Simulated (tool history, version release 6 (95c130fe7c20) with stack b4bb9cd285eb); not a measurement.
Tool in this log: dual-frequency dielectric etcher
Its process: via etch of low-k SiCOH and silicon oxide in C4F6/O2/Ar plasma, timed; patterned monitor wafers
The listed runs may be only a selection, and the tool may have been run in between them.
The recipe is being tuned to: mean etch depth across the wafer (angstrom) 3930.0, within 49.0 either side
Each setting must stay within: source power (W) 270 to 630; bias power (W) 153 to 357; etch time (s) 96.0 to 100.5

| run | hour | source power (W) | bias power (W) | etch time (s) | mean etch depth across the wafer (angstrom) |
|---|---|---|---|---|---|
| 1 | 0.0 | 450 | 255 | 96.0 | 3494.4 |
| 2 | 3.2 | 460 | 256 | 96.0 | 3530.4 |
| 3 | 4.4 | 470 | 257 | 96.0 | 3567.4 |
| 4 | 11.5 | 480 | 258 | 96.0 | 3620.7 |
| 5 | 14.1 | 410 | 258 | 96.0 | 3374.9 |
| 6 | 20.1 | 410 | 287 | 96.0 | 3504.3 |
| 7 | 25.0 | 420 | 288 | 96.0 | 3523.6 |
| 8 | 30.0 | 430 | 289 | 96.0 | 3583.5 |

Exercise: of the 4 proposed moves below, exactly one satisfies all targets within the stated allowed misses. Which move is it?
| A | 35.0 | 450 | 284 | 100.5 | ? |
| B | 35.0 | 490 | 315 | 99.5 | ? |
| C | 35.0 | 490 | 292 | 99.5 | ? |
| D | 35.0 | 410 | 260 | 96.0 | ? |

| move | mean etch depth across the wafer (angstrom) |
|---|---|
| A | 3797.9 |
| B | 4036.8 |
| C | 3933.8 |
| D | 3384.9 |
A: better than the last run, though not everything is in spec
B: the result that was furthest off in the last run now lies on the other side of its target
C: all results land within tolerance of their targets
D: moves away from the targets compared with the last run
Correct choice: C, which meets every target
